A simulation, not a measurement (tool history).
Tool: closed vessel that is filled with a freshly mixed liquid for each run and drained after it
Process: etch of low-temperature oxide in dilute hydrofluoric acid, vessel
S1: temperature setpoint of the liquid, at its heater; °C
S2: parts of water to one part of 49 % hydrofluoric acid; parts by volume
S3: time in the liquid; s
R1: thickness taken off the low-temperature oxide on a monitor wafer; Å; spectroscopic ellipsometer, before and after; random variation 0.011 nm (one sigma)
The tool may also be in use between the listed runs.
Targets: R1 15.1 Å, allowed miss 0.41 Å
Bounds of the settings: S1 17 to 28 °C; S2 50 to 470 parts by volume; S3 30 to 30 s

run,hour,S1,S2,S3,R1
1,0,20,260,30,19.856
2,4,20,260,30,19.769
3,12.4,20,230,30,22.845
4,18.1,23,230,30,25.936
5,23.8,23,230,30,25.639
6,31.9,22,245,30,23.122
7,39.8,21,255,30,21.442
8,43.5,20,265,30,19.251
9,48,19.5,270,30,18.566
10,53,19,275,30,17.828
11,59.1,18.5,280,30,17.276
12,66.8,18,285,30,16.604

Which of these 4 next moves meets every target?
A,74.5,17,260,30,?
B,74.5,17,255,30,?
C,74.5,17.5,320,30,?
D,74.5,21.5,335,30,?

move,R1
A,17.761
B,18.186
C,13.999
D,15.292
A: further off than the last run
B: further off than the last run
C: takes the result that was furthest off past its target
D: meets every target
Move D is the one to make.
